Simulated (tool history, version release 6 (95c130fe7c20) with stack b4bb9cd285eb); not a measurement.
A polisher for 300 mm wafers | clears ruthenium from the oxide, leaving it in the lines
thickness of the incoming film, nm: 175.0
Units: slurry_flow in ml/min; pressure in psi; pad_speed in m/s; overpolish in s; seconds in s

run,hour,slurry_flow,pressure,pad_speed,overpolish,seconds
1,0.0,140,2.4,0.96,4,125.52
2,8.1,120,2.4,0.96,4,129.27
3,11.2,120,2.1,0.96,4,147.00
4,16.5,120,2.1,0.96,4,147.41
5,22.2,115,2.0,0.92,4,160.95
6,23.1,115,1.9,0.90,4,172.74

The next listed run, before its measurement:
7,25.8,115,1.8,0.88,4,?

seconds: 184.70 s
